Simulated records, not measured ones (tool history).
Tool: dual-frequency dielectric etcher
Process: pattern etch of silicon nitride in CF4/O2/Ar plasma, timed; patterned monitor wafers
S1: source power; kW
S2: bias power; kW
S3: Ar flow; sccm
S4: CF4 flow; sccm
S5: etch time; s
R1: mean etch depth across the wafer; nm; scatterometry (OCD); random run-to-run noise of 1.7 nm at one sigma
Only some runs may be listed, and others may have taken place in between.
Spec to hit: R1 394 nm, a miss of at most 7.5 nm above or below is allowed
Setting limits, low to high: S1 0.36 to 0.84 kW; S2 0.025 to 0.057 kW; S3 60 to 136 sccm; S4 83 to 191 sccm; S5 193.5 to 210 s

run	hour	S1	S2	S3	S4	S5	R1
1	0	0.6	0.041	98	137	210	453.15
2	2.5	0.6	0.041	98	120	210	442.58
3	7.7	0.57	0.041	98	120	210	421.3
4	9.2	0.63	0.041	98	120	210	458.54
5	18.2	0.63	0.041	98	141	210	478.41
6	19.9	0.59	0.041	98	141	210	450.7
7	23.1	0.56	0.041	98	141	210	424.88
8	28.9	0.56	0.041	98	141	210	428.64
9	35.8	0.54	0.041	98	141	210	411.81
10	44.7	0.53	0.041	98	141	210	404.88

Exactly one of the 5 candidate moves below puts every result within its allowed miss. Which one?
A	53.6	0.53	0.045	119	160	196	?
B	53.6	0.55	0.042	100	136	202	?
C	53.6	0.54	0.04	97	152	208	?
D	53.6	0.56	0.041	98	140	202	?
E	53.6	0.5	0.044	91	158	210	?

move	R1
A	394.85
B	405.77
C	411.97
D	411.52
E	408.34
A: every result within its allowed miss
B: further off than the last run
C: further off than the last run
D: further off than the last run
E: further off than the last run
A meets every target.

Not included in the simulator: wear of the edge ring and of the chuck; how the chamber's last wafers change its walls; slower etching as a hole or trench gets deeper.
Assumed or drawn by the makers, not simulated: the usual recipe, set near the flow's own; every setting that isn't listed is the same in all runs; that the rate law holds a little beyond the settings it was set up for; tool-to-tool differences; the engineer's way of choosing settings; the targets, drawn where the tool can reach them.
